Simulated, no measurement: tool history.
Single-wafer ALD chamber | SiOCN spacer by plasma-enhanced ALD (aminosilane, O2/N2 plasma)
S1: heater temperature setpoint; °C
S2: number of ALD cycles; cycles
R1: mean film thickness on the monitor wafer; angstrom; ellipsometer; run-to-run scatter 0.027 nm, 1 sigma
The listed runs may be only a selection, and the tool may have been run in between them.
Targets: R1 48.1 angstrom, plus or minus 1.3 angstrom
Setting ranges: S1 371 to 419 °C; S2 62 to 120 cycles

Run 1, hour 0: S1 395 °C, S2 91 cycles. Result: R1 55.852 angstrom.
Run 2, hour 5: S1 395 °C, S2 87 cycles. Result: R1 53.377 angstrom.
Run 3, hour 12.9: S1 395 °C, S2 92 cycles. Result: R1 55.647 angstrom.
Run 4, hour 16.8: S1 395 °C, S2 88 cycles. Result: R1 53.501 angstrom.
Run 5, hour 21.2: S1 395 °C, S2 100 cycles. Result: R1 60.935 angstrom.
At hour 22: thermocouple changed; heater temperature recalibrated.
Run 6, hour 22: S1 399 °C, S2 100 cycles. Result: R1 60.638 angstrom.
Run 7, hour 28.2: S1 399 °C, S2 94 cycles. Result: R1 56.659 angstrom.
Run 8, hour 31.2: S1 399 °C, S2 94 cycles. Result: R1 57.844 angstrom.
Run 9, hour 38.7: S1 397 °C, S2 89 cycles. Result: R1 54.111 angstrom.
Run 10, hour 40.4: S1 397 °C, S2 86 cycles. Result: R1 52.277 angstrom.
Run 11, hour 41.7: S1 397 °C, S2 84 cycles. Result: R1 51.312 angstrom.

Which single option among these 4 for the next run brings every result within its allowed miss of target? Just one does.
Run A, hour 43: S1 391 °C, S2 83 cycles. Result: R1 ?.
Run B, hour 43: S1 401 °C, S2 80 cycles. Result: R1 ?.
Run C, hour 43: S1 397 °C, S2 83 cycles. Result: R1 ?.
Run D, hour 43: S1 389 °C, S2 94 cycles. Result: R1 ?.

move      R1
   A   50.57
   B  48.701
   C   50.57
   D  57.272
A: nearer than the last run, and not there yet
B: meets every target
C: nearer than the last run, and not there yet
D: lands further from the targets than the last run did
Move B is the one to make.
